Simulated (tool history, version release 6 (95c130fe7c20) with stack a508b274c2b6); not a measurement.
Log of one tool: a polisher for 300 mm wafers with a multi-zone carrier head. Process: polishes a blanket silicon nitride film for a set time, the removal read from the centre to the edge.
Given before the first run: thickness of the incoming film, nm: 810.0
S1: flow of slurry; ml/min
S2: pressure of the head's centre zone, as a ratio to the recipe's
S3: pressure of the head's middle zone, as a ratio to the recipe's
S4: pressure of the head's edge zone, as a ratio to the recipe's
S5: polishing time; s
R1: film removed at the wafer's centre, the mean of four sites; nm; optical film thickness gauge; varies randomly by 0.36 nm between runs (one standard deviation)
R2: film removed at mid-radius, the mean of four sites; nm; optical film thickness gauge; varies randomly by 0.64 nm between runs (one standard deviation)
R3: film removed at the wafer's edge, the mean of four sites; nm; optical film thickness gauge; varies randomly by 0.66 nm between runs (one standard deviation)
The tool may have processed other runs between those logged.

run	hour	S1	S2	S3	S4	S5	R1	R2	R3
1	0	245	1	1	1	37	64.647	66.963	66.907
2	5.3	245	1	1	1	43	76.2	74.7	79.683
3	14.2	245	1	0.92	1	43	77.213	71.926	80.584
4	15.4	220	1	0.92	1	43	76.008	70.646	79.72
5	19.9	220	1	0.96	1	43	75.663	73.446	78.948
6	25.8	215	0.96	0.97	0.98	40	66.86	69.992	71.973
# hour 30.1: worn pad replaced by a new one
7	30.1	210	0.93	0.97	0.97	37	65.13	66.438	71.742

Run 8 comes next. What will it give?
8	33.8	205	0.92	1.02	0.98	33	?	?	?

Run 8 gave R1 57.215 nm, R2 63.347 nm, R3 63.688 nm.
